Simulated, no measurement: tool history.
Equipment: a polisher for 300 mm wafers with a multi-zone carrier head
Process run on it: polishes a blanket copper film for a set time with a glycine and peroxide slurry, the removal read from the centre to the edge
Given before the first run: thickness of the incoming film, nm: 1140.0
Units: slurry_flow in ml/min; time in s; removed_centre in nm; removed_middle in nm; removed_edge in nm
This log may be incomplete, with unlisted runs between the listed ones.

run,hour,slurry_flow,centre_zone,middle_zone,edge_zone,time,removed_centre,removed_middle,removed_edge
1,0.0,295,1.00,1.00,1.00,54,214.65,233.91,224.81
2,6.6,295,1.03,0.95,1.05,57,242.28,233.45,246.18
3,13.8,295,1.03,0.95,0.98,57,239.67,232.23,236.57
4,21.7,295,1.03,0.95,1.05,57,246.53,231.71,241.26
5,26.5,290,1.01,0.92,1.08,60,246.73,236.84,254.56
6,28.4,290,1.01,0.92,1.08,69,281.36,269.20,295.19

Run 7 is up next; what results do you expect?
7,30.4,285,1.02,0.90,1.09,69,?,?,?

Run 7 gave removed_centre 289.96 nm, removed_middle 268.42 nm, removed_edge 298.75 nm.

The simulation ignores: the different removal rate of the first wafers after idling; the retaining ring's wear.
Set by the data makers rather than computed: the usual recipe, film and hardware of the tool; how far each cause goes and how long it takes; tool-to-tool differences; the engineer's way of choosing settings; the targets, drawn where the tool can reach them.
